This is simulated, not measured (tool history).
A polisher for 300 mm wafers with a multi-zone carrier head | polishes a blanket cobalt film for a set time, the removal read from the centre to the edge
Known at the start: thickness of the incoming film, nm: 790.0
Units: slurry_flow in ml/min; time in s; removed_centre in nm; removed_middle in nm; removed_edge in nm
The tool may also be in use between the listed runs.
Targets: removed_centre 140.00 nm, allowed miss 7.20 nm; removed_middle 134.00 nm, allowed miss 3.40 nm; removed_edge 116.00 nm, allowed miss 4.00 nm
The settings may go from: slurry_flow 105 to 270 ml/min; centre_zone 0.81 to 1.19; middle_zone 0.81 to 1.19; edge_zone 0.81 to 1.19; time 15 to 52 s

Run 1, hour 0.0: slurry_flow 175 ml/min, centre_zone 1.00, middle_zone 1.00, edge_zone 1.00, time 33 s. Result: removed_centre 145.10 nm, removed_middle 146.54 nm, removed_edge 146.96 nm.
Run 2, hour 3.6: slurry_flow 175 ml/min, centre_zone 1.06, middle_zone 1.00, edge_zone 1.00, time 33 s. Result: removed_centre 155.07 nm, removed_middle 146.39 nm, removed_edge 144.76 nm.
Run 3, hour 10.3: slurry_flow 175 ml/min, centre_zone 1.06, middle_zone 1.07, edge_zone 1.00, time 33 s. Result: removed_centre 157.39 nm, removed_middle 153.85 nm, removed_edge 144.21 nm.
Run 4, hour 17.7: slurry_flow 175 ml/min, centre_zone 0.98, middle_zone 1.07, edge_zone 1.00, time 33 s. Result: removed_centre 144.62 nm, removed_middle 152.38 nm, removed_edge 147.41 nm.
Run 5, hour 21.4: slurry_flow 170 ml/min, centre_zone 1.00, middle_zone 1.07, edge_zone 0.97, time 32 s. Result: removed_centre 136.47 nm, removed_middle 149.08 nm, removed_edge 140.81 nm.
Run 6, hour 27.0: slurry_flow 175 ml/min, centre_zone 1.04, middle_zone 1.06, edge_zone 0.95, time 31 s. Result: removed_centre 143.22 nm, removed_middle 142.35 nm, removed_edge 134.65 nm.
Run 7, hour 31.0: slurry_flow 170 ml/min, centre_zone 1.06, middle_zone 1.07, edge_zone 0.92, time 31 s. Result: removed_centre 144.64 nm, removed_middle 142.59 nm, removed_edge 132.54 nm.
Run 8, hour 34.6: slurry_flow 165 ml/min, centre_zone 1.07, middle_zone 1.08, edge_zone 0.90, time 30 s. Result: removed_centre 139.45 nm, removed_middle 140.61 nm, removed_edge 126.10 nm.
Run 9, hour 41.9: slurry_flow 160 ml/min, centre_zone 1.08, middle_zone 1.08, edge_zone 0.89, time 30 s. Result: removed_centre 139.24 nm, removed_middle 138.91 nm, removed_edge 125.52 nm.
Run 10, hour 46.6: slurry_flow 155 ml/min, centre_zone 1.09, middle_zone 1.08, edge_zone 0.88, time 30 s. Result: removed_centre 141.07 nm, removed_middle 136.71 nm, removed_edge 122.45 nm.
Run 11, hour 48.5: slurry_flow 150 ml/min, centre_zone 1.10, middle_zone 1.08, edge_zone 0.87, time 30 s. Result: removed_centre 142.95 nm, removed_middle 135.54 nm, removed_edge 124.71 nm.
Run 12, hour 57.2: slurry_flow 155 ml/min, centre_zone 1.10, middle_zone 1.09, edge_zone 0.86, time 30 s. Result: removed_centre 142.66 nm, removed_middle 138.41 nm, removed_edge 121.71 nm.

5 next moves are on the table. One of them brings every result within its allowed miss. Which?
Run A, hour 65.9: slurry_flow 195 ml/min, centre_zone 1.06, middle_zone 1.19, edge_zone 0.81, time 27 s. Result: removed_centre ?, removed_middle ?, removed_edge ?.
Run B, hour 65.9: slurry_flow 175 ml/min, centre_zone 1.19, middle_zone 1.10, edge_zone 0.81, time 27 s. Result: removed_centre ?, removed_middle ?, removed_edge ?.
Run C, hour 65.9: slurry_flow 180 ml/min, centre_zone 1.01, middle_zone 1.17, edge_zone 0.82, time 28 s. Result: removed_centre ?, removed_middle ?, removed_edge ?.
Run D, hour 65.9: slurry_flow 170 ml/min, centre_zone 1.12, middle_zone 1.10, edge_zone 0.84, time 28 s. Result: removed_centre ?, removed_middle ?, removed_edge ?.
Run E, hour 65.9: slurry_flow 160 ml/min, centre_zone 1.02, middle_zone 1.17, edge_zone 0.81, time 29 s. Result: removed_centre ?, removed_middle ?, removed_edge ?.

move  removed_centre  removed_middle  removed_edge
   A          130.12          140.35        112.01
   B          143.11          128.76        110.62
   C          126.59          141.57        115.65
   D          138.79          132.85        116.10
   E          129.16          143.38        117.22
A: brings the result that was furthest off to its target, and leaves another outside
B: takes the result that was furthest off past its target
C: brings the result that was furthest off to its target, and leaves another outside
D: meets every target
E: brings the result that was furthest off to its target, and leaves another outside
Answer: D
